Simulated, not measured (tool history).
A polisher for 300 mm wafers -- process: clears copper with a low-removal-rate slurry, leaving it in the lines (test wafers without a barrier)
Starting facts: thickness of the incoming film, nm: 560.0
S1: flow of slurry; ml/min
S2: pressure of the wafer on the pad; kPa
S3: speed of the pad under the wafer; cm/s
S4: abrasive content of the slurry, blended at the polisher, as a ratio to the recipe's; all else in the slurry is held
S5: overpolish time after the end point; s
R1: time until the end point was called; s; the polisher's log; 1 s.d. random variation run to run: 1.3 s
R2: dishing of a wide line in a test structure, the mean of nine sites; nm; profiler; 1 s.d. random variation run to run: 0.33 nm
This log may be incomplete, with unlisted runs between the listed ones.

run,hour,S1,S2,S3,S4,S5,R1,R2
1,0,155,26.2,96,1,14,141.84,20.835
2,3.9,155,22.8,96,1,14,167.06,19.46
3,10.5,155,28.3,96,1,14,137.14,21.792
4,18,155,28.3,96,1,17,133.1,23.966
5,19.8,155,31,98,1,16,121.39,23.883
6,22,155,31,98,1,18,117.17,25.212
7,28.2,155,33.1,100,1,17,107.72,25.908

Expected results for the next run?
# hour 30.8: head pressure recalibrated
8,30.8,155,35.2,102,1,16,?,?

R1: 111.41 s
R2: 24.976 nm
